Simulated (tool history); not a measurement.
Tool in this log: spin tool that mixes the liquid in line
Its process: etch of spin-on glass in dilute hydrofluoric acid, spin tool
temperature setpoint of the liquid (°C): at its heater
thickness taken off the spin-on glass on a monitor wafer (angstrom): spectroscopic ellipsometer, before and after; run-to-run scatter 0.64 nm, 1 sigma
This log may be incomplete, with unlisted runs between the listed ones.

run,hour,temperature setpoint of the liquid (°C),parts of water to one part of 49 % hydrofluoric acid (parts by volume),time under the liquid (s),thickness taken off the spin-on glass on a monitor wafer (angstrom)
1,0.0,20.0,75,160,401.92
2,3.4,21.0,70,160,452.49
3,10.8,21.0,70,160,448.15
4,15.2,22.0,65,160,507.04
5,17.7,22.5,60,160,568.59
6,19.7,23.0,60,160,585.81
7,25.2,23.5,60,160,593.09
8,27.4,24.0,60,160,608.62
9,34.3,28.0,40,160,1091.70
10,35.1,27.5,40,160,1066.80

What will run 11 give?
11,41.0,27.0,40,160,?

Run 11 produced thickness taken off the spin-on glass on a monitor wafer (angstrom) 1052.60.

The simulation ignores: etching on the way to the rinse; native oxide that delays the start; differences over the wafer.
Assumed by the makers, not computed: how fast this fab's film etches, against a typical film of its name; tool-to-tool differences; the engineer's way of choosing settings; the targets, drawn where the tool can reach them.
